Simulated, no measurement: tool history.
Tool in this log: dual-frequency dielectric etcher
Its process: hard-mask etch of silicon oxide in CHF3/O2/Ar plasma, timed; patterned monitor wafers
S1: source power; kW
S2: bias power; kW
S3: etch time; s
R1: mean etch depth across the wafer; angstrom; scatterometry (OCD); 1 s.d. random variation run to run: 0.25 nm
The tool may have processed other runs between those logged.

run 1 day=0 | S1=0.77 S2=0.155 S3=32 | R1=646.61
run 2 day=0.362 | S1=0.77 S2=0.172 S3=32 | R1=676.96
run 3 day=0.442 | S1=0.73 S2=0.171 S3=32 | R1=651.95
run 4 day=0.812 | S1=0.71 S2=0.171 S3=32 | R1=638.44
run 5 day=0.996 | S1=0.71 S2=0.186 S3=32 | R1=661.98
run 6 day=1.121 | S1=0.71 S2=0.186 S3=33.5 | R1=698.6
run 7 day=1.262 | S1=0.67 S2=0.185 S3=33.5 | R1=670.87
run 8 day=1.475 | S1=0.65 S2=0.185 S3=33.5 | R1=663.74
run 9 day=1.758 | S1=0.63 S2=0.185 S3=33.5 | R1=649.44
run 10 day=2.008 | S1=0.62 S2=0.185 S3=33.5 | R1=645.08
run 11 day=2.321 | S1=0.61 S2=0.185 S3=33.5 | R1=631.28
run 12 day=2.604 | S1=0.6 S2=0.185 S3=33.5 | R1=628.02
run 13 day=2.708 | S1=0.56 S2=0.184 S3=33.5 | R1=603.83

Run 14 comes next. What will it give?
-- day=2.988 wet clean of the chamber
run 14 day=2.988 | S1=0.57 S2=0.184 S3=33.5 | R1=?

{"run 14": {"R1": 624.67}}
